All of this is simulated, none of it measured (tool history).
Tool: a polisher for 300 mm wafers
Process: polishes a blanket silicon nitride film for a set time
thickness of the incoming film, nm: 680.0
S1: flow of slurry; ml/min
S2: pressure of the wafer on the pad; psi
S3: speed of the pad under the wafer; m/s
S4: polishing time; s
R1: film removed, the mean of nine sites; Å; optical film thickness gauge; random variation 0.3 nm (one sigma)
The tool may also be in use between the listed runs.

{"run": 1, "day": 0.0, "S1": 175, "S2": 3.8, "S3": 0.86, "S4": 42, "R1": 604.1}
{"run": 2, "day": 0.154, "S1": 175, "S2": 3.5, "S3": 0.84, "S4": 42, "R1": 559.97}
{"run": 3, "day": 0.292, "S1": 175, "S2": 3.3, "S3": 0.82, "S4": 42, "R1": 507.25}
{"run": 4, "day": 0.446, "S1": 175, "S2": 2.9, "S3": 0.82, "S4": 42, "R1": 466.91}
{"run": 5, "day": 0.5, "S1": 175, "S2": 2.9, "S3": 0.82, "S4": 37, "R1": 413.51}
{"run": 6, "day": 0.529, "S1": 175, "S2": 2.8, "S3": 0.82, "S4": 37, "R1": 402.78}
{"run": 7, "day": 0.625, "S1": 175, "S2": 2.7, "S3": 0.82, "S4": 37, "R1": 401.61}

Run 8 comes next. What will it give?
{"run": 8, "day": 0.896, "S1": 165, "S2": 1.7, "S3": 0.8, "S4": 37, "R1": "?"}

Run 8 gave R1 287.40 Å.
